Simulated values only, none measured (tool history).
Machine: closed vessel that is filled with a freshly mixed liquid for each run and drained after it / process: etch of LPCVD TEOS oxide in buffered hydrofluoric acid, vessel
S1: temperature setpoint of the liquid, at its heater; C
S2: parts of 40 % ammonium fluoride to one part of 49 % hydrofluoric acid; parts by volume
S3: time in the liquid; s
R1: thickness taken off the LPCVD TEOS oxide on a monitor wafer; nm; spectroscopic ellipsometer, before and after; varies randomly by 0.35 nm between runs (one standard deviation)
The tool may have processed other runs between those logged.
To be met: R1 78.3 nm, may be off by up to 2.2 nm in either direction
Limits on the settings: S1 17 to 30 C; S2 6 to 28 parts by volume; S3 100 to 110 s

run  hour    S1  S2   S3      R1
  1     0    22  17  100  128.36
  2   6.2  20.5  18  100  111.26
  3     9  20.5  21  100  96.708
  4    11    23  21  100  111.41
  5  20.3    21  21  100  100.16
  6    24    20  21  100  94.082
  7  25.8    19  21  100  89.019
  8  32.5  18.5  21  100  87.101

Exactly one of the 5 candidate moves below puts every result within its allowed miss. Which one?
  A  39.2    17  20.5  105   ?
  B  39.2  19.5    24  100   ?
  C  39.2  17.5  22.5  100   ?
  D  39.2    18    21  100   ?
  E  39.2    17    22  110   ?

move      R1
   A  85.095
   B  83.777
   C  78.198
   D  84.389
   E  84.901
A: moves toward the targets from the last run without getting all of them in spec
B: moves toward the targets from the last run without getting all of them in spec
C: meets every target
D: moves toward the targets from the last run without getting all of them in spec
E: moves toward the targets from the last run without getting all of them in spec
Answer: C
